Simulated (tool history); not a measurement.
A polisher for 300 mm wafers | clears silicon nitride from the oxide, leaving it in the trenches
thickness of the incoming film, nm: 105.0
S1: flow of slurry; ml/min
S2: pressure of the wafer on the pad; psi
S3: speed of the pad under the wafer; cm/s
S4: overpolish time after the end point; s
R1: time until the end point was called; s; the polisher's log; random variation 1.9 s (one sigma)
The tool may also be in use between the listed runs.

Run 1, hour 0.0: S1 155 ml/min, S2 2.4 psi, S3 120 cm/s, S4 35 s. Result: R1 112.07 s.
Run 2, hour 7.7: S1 155 ml/min, S2 2.3 psi, S3 120 cm/s, S4 35 s. Result: R1 113.32 s.
Run 3, hour 11.2: S1 155 ml/min, S2 2.3 psi, S3 120 cm/s, S4 35 s. Result: R1 117.05 s.
Run 4, hour 12.5: S1 155 ml/min, S2 1.7 psi, S3 120 cm/s, S4 35 s. Result: R1 159.32 s.
Run 5, hour 16.8: S1 155 ml/min, S2 1.7 psi, S3 120 cm/s, S4 35 s. Result: R1 150.74 s.
Run 6, hour 23.7: S1 155 ml/min, S2 1.7 psi, S3 98 cm/s, S4 35 s. Result: R1 186.55 s.
Run 7, hour 25.4: S1 155 ml/min, S2 1.8 psi, S3 98 cm/s, S4 35 s. Result: R1 179.88 s.
Run 8, hour 32.6: S1 155 ml/min, S2 1.9 psi, S3 98 cm/s, S4 35 s. Result: R1 164.86 s.

Forecast run 9:
Run 9, hour 33.7: S1 160 ml/min, S2 2.1 psi, S3 98 cm/s, S4 35 s. Result: R1 ?.

{"run 9": {"R1": 151.75}}
